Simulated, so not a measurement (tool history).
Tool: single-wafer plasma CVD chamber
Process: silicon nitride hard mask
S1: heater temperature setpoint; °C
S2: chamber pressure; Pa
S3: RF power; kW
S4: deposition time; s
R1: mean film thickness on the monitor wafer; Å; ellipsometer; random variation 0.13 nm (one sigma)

Run 1, day 0: S1 425 °C, S2 257 Pa, S3 0.285 kW, S4 40.6 s. Result: R1 455.29 Å.
Run 2, day 0.042: S1 430 °C, S2 257 Pa, S3 0.285 kW, S4 40.6 s. Result: R1 455.81 Å.
Run 3, day 0.288: S1 430 °C, S2 257 Pa, S3 0.25 kW, S4 40.6 s. Result: R1 398.74 Å.
Run 4, day 0.358: S1 430 °C, S2 273 Pa, S3 0.25 kW, S4 40.6 s. Result: R1 404.78 Å.
Run 5, day 0.675: S1 430 °C, S2 281 Pa, S3 0.26 kW, S4 40.7 s. Result: R1 426.26 Å.
Run 6, day 0.792: S1 430 °C, S2 291 Pa, S3 0.27 kW, S4 40.8 s. Result: R1 446.99 Å.
Run 7, day 0.825: S1 430 °C, S2 299 Pa, S3 0.275 kW, S4 40.8 s. Result: R1 461.3 Å.
Run 8, day 0.967: S1 430 °C, S2 308 Pa, S3 0.28 kW, S4 40.8 s. Result: R1 473.07 Å.
Run 9, day 1.275: S1 430 °C, S2 308 Pa, S3 0.28 kW, S4 40.8 s. Result: R1 471.88 Å.

Run 10 comes next. What will it give?
Run 10, day 1.646: S1 430 °C, S2 315 Pa, S3 0.285 kW, S4 40.8 s. Result: R1 ?.

{"run 10": {"R1": 484.01}}

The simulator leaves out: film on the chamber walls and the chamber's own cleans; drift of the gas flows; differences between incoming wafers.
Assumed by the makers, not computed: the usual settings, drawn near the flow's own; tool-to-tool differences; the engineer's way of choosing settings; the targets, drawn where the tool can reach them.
